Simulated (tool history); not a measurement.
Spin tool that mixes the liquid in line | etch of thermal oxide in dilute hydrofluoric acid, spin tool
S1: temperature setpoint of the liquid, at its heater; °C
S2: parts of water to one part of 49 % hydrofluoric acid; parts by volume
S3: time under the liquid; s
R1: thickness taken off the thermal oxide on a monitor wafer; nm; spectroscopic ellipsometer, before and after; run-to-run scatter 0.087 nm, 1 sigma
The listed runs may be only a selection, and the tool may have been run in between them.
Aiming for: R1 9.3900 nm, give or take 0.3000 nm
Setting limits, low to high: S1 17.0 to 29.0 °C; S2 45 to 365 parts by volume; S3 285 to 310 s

run	hour	S1	S2	S3	R1
1	0.0	21.0	205	285	5.1093
2	6.9	21.0	170	285	6.3543
3	11.1	21.0	170	285	6.4144
4	14.7	22.5	165	285	7.0001
5	23.3	23.5	165	285	7.4466
6	30.1	20.0	165	285	6.4015
7	31.8	21.5	165	285	6.7588
8	33.0	23.0	165	285	7.2879
9	40.2	24.0	165	285	7.4945
10	49.2	25.0	165	285	7.9048

Which single option among these 4 for the next run brings every result within its allowed miss of target? Just one does.
A	58.2	24.5	150	310	?
B	58.2	22.0	180	300	?
C	58.2	22.5	130	310	?
D	58.2	24.0	195	290	?

move	R1
A	9.4918
B	6.7321
C	10.3710
D	6.3744
A: hits every target within its allowed miss
B: further off than the last run
C: takes the result that was furthest off past its target
D: further off than the last run
Go with A: it meets all targets.
